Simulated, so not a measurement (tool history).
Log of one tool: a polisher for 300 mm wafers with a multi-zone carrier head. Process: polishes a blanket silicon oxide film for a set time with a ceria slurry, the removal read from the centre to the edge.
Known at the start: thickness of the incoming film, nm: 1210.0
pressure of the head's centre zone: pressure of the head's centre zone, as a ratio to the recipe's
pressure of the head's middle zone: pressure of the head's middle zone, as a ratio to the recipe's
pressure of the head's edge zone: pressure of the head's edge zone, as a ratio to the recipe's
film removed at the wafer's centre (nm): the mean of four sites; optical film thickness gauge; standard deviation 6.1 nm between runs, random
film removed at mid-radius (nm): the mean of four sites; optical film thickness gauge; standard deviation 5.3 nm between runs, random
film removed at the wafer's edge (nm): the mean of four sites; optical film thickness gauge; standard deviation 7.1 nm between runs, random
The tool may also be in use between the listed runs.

run  hour  flow of slurry (ml/min)  pressure of the head's centre zone  pressure of the head's middle zone  pressure of the head's edge zone  polishing time (s)  film removed at the wafer's centre (nm)  film removed at mid-radius (nm)  film removed at the wafer's edge (nm)
  1   0.0                      175                                1.00                                1.00                              1.00                  68                                   386.77                           396.30                                 394.61
  2   2.8                      180                                1.01                                1.01                              1.01                  69                                   392.97                           401.91                                 390.02
  3   8.7                      180                                1.01                                1.01                              1.01                  70                                   399.48                           400.72                                 403.51
  4  13.5                      180                                1.01                                1.01                              1.04                  70                                   396.94                           398.11                                 405.01
  5  14.2                      180                                1.01                                1.07                              1.04                  70                                   396.85                           419.45                                 403.87
  6  18.1                      180                                1.01                                1.07                              1.04                  60                                   340.35                           362.24                                 353.00
  7  21.4                      180                                1.02                                1.07                              1.05                  62                                   351.29                           377.31                                 359.30
  8  24.1                      180                                1.02                                1.06                              1.05                  64                                   364.43                           388.13                                 370.86
  9  28.4                      180                                1.02                                1.05                              1.05                  66                                   385.85                           402.60                                 385.07
 10  30.4                      180                                1.02                                1.04                              1.06                  67                                   379.10                           408.35                                 393.36
 11  36.4                      180                                1.03                                1.02                              1.06                  68                                   393.43                           394.13                                 389.86
 12  44.3                      180                                1.03                                1.02                              1.06                  69                                   405.38                           404.29                                 395.97
 13  50.1                      180                                1.03                                1.02                              1.06                  69                                   405.46                           403.29                                 385.90
 14  53.6                      180                                1.03                                1.01                              1.06                  70                                   410.81                           395.95                                 406.00
 15  55.2                      180                                1.03                                1.01                              1.06                  71                                   408.78                           401.63                                 427.59
 16  58.5                      180                                1.04                                1.02                              1.06                  72                                   417.00                           423.34                                 418.09

Run 17 has not been measured yet. What should we expect?
 17  65.9                      185                                1.05                                1.02                              1.06                  73                                        ?                                ?                                      ?

{"run 17": {"film removed at the wafer's centre (nm)": 435.16, "film removed at mid-radius (nm)": 415.24, "film removed at the wafer's edge (nm)": 418.37}}
